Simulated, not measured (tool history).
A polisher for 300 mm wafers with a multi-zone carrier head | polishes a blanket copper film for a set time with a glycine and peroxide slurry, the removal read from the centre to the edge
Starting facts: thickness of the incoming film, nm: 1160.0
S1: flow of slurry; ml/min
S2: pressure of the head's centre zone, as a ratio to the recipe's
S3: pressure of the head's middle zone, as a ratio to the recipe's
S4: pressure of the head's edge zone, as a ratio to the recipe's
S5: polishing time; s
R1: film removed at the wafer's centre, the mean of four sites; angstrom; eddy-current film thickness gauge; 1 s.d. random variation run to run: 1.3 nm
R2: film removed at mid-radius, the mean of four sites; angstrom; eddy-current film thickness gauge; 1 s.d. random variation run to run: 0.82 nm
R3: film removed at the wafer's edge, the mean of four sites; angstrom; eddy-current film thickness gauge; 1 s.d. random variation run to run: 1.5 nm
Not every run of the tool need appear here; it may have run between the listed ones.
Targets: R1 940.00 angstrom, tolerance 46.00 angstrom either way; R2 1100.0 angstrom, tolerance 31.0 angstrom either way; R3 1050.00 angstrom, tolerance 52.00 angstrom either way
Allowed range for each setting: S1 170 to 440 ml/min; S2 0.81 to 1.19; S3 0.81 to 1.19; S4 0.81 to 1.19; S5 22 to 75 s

| run | hour | S1 | S2 | S3 | S4 | S5 | R1 | R2 | R3 |
|---|---|---|---|---|---|---|---|---|---|
| 1 | 0.0 | 280 | 1.00 | 1.00 | 1.00 | 48 | 1736.40 | 1688.8 | 1704.00 |
| 2 | 0.7 | 240 | 1.00 | 1.00 | 1.00 | 48 | 1770.60 | 1664.4 | 1713.50 |
| 3 | 4.9 | 240 | 1.00 | 1.00 | 0.96 | 48 | 1741.40 | 1686.0 | 1679.70 |
| 4 | 11.7 | 240 | 1.00 | 1.00 | 0.91 | 48 | 1751.30 | 1676.0 | 1656.40 |
| 5 | 16.4 | 250 | 0.95 | 1.01 | 0.91 | 41 | 1404.70 | 1447.4 | 1414.10 |
| 6 | 21.4 | 255 | 0.92 | 1.01 | 0.90 | 37 | 1233.10 | 1299.1 | 1270.20 |
| 7 | 28.4 | 260 | 0.89 | 1.02 | 0.89 | 35 | 1146.70 | 1236.8 | 1201.50 |
| 8 | 30.8 | 230 | 0.81 | 1.04 | 0.86 | 29 | 852.01 | 1054.9 | 972.29 |
| 9 | 33.1 | 245 | 0.82 | 1.04 | 0.87 | 29 | 888.51 | 1047.4 | 986.06 |
| 10 | 37.2 | 250 | 0.82 | 1.05 | 0.89 | 29 | 859.30 | 1067.9 | 990.71 |
| 11 | 39.5 | 260 | 0.83 | 1.05 | 0.90 | 29 | 848.16 | 1055.5 | 992.31 |
| 12 | 42.1 | 260 | 0.85 | 1.05 | 0.90 | 29 | 886.80 | 1060.3 | 1029.20 |
| 13 | 44.6 | 260 | 0.86 | 1.06 | 0.89 | 29 | 914.65 | 1072.7 | 994.68 |
| 14 | 51.7 | 260 | 0.86 | 1.06 | 0.90 | 29 | 876.74 | 1067.1 | 993.22 |
| 15 | 60.2 | 265 | 0.87 | 1.06 | 0.90 | 29 | 922.66 | 1075.1 | 965.67 |
| 16 | 61.7 | 265 | 0.87 | 1.05 | 0.90 | 29 | 928.31 | 1068.3 | 1004.80 |
| 17 | 63.0 | 265 | 0.87 | 1.05 | 0.91 | 29 | 900.20 | 1062.4 | 968.17 |
| 18 | 68.4 | 265 | 0.86 | 1.04 | 0.90 | 29 | 892.36 | 1050.2 | 967.86 |
| 19 | 69.5 | 290 | 0.87 | 1.04 | 1.00 | 31 | 983.87 | 1132.1 | 1101.80 |
| 20 | 72.8 | 290 | 0.87 | 1.04 | 0.99 | 31 | 972.33 | 1120.4 | 1111.50 |

Which of these 4 next moves meets every target?
| A | 76.1 | 320 | 0.81 | 0.95 | 1.04 | 32 | ? | ? | ? |
| B | 76.1 | 355 | 0.81 | 1.04 | 1.10 | 32 | ? | ? | ? |
| C | 76.1 | 290 | 0.88 | 1.08 | 0.98 | 29 | ? | ? | ? |
| D | 76.1 | 315 | 0.90 | 0.92 | 1.09 | 31 | ? | ? | ? |

| move | R1 | R2 | R3 |
|---|---|---|---|
| A | 943.46 | 1083.9 | 1200.70 |
| B | 950.55 | 1177.1 | 1239.20 |
| C | 924.26 | 1087.9 | 1050.50 |
| D | 1015.20 | 1020.7 | 1190.30 |
A: further off than the last run
B: further off than the last run
C: hits every target within its allowed miss
D: further off than the last run
The move that meets every target is C.
